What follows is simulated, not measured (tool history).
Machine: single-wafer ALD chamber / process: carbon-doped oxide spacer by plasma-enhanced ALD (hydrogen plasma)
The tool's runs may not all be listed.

run,day,heater temperature setpoint (deg C),number of ALD cycles (cycles),mean film thickness on the monitor wafer (angstrom)
1,0,410,187,90.998
2,0.054,400,187,93.545
3,0.383,398,192,96.448
4,0.479,397,195,96.363
5,0.762,404,195,97.167
6,0.95,404,198,97.652
7,1.188,403,201,99.621
8,1.575,402,203,101.33
9,1.642,401,204,101.88

The next listed run, before its measurement:
10,1.888,400,205,?

Logged for run 10: mean film thickness on the monitor wafer (angstrom) 102.05.

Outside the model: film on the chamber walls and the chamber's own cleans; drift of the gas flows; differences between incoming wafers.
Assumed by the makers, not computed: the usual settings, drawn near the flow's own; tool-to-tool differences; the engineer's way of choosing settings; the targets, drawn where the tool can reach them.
